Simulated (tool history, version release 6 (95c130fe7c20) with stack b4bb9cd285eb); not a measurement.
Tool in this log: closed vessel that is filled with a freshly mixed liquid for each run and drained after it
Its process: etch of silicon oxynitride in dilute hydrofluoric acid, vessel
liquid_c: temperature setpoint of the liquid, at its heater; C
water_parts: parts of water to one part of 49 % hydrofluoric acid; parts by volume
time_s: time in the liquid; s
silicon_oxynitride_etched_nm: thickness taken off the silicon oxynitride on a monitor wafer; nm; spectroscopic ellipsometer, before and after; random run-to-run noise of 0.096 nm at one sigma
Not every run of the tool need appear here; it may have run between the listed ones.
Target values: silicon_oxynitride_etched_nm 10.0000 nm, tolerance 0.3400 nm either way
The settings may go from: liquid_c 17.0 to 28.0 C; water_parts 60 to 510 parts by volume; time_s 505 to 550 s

| run | hour | liquid_c | water_parts | time_s | silicon_oxynitride_etched_nm |
|---|---|---|---|---|---|
| 1 | 0.0 | 20.0 | 285 | 505 | 6.1411 |
| 2 | 8.2 | 20.0 | 285 | 550 | 6.7507 |
| 3 | 9.8 | 22.0 | 285 | 550 | 7.2006 |
| 4 | 18.6 | 22.5 | 280 | 550 | 7.5515 |
| 5 | 26.8 | 22.5 | 280 | 505 | 6.9602 |
| 6 | 34.9 | 22.5 | 280 | 505 | 7.0542 |
| 7 | 35.7 | 23.5 | 275 | 505 | 7.4588 |
| 8 | 38.4 | 24.0 | 270 | 505 | 7.7959 |

Next run, 4 choices. One meets every target within its allowed miss, the rest don't. Which?
| A | 41.1 | 25.0 | 235 | 530 | ? |
| B | 41.1 | 27.0 | 225 | 530 | ? |
| C | 41.1 | 27.0 | 240 | 540 | ? |
| D | 41.1 | 26.0 | 400 | 505 | ? |

| move | silicon_oxynitride_etched_nm |
|---|---|
| A | 10.0160 |
| B | 11.4880 |
| C | 10.8430 |
| D | 5.2040 |
A: each result inside its tolerance
B: takes the biggest miss from the last run beyond its target
C: takes the biggest miss from the last run beyond its target
D: further off than the last run
A is the move that brings every result within its allowed miss.

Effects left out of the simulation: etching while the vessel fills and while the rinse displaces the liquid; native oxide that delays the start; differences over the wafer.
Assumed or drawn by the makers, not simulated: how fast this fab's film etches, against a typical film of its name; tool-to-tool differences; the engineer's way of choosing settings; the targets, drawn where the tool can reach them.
